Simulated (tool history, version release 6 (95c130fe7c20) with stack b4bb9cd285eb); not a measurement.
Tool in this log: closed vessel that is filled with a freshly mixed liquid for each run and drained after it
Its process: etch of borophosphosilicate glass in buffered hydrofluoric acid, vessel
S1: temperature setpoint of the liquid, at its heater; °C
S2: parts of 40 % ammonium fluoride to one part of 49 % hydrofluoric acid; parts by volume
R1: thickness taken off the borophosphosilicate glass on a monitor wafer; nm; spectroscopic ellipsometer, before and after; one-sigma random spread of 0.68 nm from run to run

run 1 hour=0 | S1=22 S2=10 time_in_the_liquid_(s)=95 | R1=192.51
run 2 hour=4.7 | S1=19.5 S2=10 time_in_the_liquid_(s)=95 | R1=168.29
run 3 hour=12.7 | S1=21.5 S2=10 time_in_the_liquid_(s)=95 | R1=187.33
run 4 hour=18 | S1=24 S2=10 time_in_the_liquid_(s)=95 | R1=212.96
run 5 hour=23.8 | S1=22 S2=10.5 time_in_the_liquid_(s)=95 | R1=185.12
run 6 hour=30.1 | S1=20.5 S2=10.5 time_in_the_liquid_(s)=95 | R1=168.98

What does the tool deliver on the next run?
run 7 hour=33.8 | S1=19.5 S2=10.5 time_in_the_liquid_(s)=95 | R1=?

R1: 160.67 nm

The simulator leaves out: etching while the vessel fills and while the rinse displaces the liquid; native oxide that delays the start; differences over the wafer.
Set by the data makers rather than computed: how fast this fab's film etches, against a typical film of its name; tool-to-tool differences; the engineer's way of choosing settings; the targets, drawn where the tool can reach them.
